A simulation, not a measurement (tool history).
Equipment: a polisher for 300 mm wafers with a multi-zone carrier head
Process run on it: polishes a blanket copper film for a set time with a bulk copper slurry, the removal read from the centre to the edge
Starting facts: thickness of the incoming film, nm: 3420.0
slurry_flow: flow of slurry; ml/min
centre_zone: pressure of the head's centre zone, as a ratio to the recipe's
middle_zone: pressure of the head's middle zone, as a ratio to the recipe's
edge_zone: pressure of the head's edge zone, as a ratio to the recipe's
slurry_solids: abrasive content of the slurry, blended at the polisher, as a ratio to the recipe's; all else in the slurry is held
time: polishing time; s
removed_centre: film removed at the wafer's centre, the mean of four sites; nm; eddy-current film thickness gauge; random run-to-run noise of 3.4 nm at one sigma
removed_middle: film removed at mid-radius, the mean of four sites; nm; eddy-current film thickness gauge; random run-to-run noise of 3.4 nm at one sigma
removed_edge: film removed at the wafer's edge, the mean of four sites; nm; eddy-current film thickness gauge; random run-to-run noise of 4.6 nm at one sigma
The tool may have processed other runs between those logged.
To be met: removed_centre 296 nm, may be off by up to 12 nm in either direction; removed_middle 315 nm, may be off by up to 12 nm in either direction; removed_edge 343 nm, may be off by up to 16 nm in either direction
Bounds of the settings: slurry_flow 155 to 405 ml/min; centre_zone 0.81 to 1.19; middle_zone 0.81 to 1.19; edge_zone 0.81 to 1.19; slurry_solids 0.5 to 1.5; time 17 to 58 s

run  hour  slurry_flow  centre_zone  middle_zone  edge_zone  slurry_solids  time  removed_centre  removed_middle  removed_edge
  1     0          260            1            1          1              1    37          397.21          410.34        386.05
  2   5.8          255         0.97         0.97          1           0.95    37          375.17          392.32        386.12
  3  13.3          220         0.97         0.97          1           0.95    37           372.1          385.04        381.68
  4    18          220         1.05         0.97          1           0.95    37          405.23          388.59        371.67
  5  19.7          220         1.05         0.97          1            1.1    37          418.54          402.43        402.71
  6  27.9          220         1.14         0.97          1            1.1    37          461.86          400.22        400.49
  7  33.5          215         1.09         0.95       1.01           1.05    37          429.02           392.1        392.29
  8  39.3          185         0.99         0.85       1.11            0.8    34           336.5          301.43         343.3
  9  45.5          185         0.97         0.86       1.11            0.8    34          322.65           308.7        337.73

Consider the 5 candidate settings below. Which is the only one whose results all fall within their allowed miss of target?
  A  51.7          205         1.06         0.88       1.07           0.75    35               ?               ?             ?
  B  51.7          175         1.11         0.97       1.13           0.95    32               ?               ?             ?
  C  51.7          205         1.02         0.86       1.09            0.8    35               ?               ?             ?
  D  51.7          190         0.93         0.87       1.12           0.95    34               ?               ?             ?
  E  51.7          190          0.9          0.9       1.11           0.85    33               ?               ?             ?

move  removed_centre  removed_middle  removed_edge
   A          358.07          312.91        345.82
   B          360.57          324.22        342.11
   C           350.9          313.43        355.32
   D          323.34          320.15        364.71
   E          294.34             309        341.59
A: further off than the last run
B: further off than the last run
C: further off than the last run
D: roughly where the last run was
E: hits every target within its allowed miss
So the answer is move E, the one that meets all the targets.

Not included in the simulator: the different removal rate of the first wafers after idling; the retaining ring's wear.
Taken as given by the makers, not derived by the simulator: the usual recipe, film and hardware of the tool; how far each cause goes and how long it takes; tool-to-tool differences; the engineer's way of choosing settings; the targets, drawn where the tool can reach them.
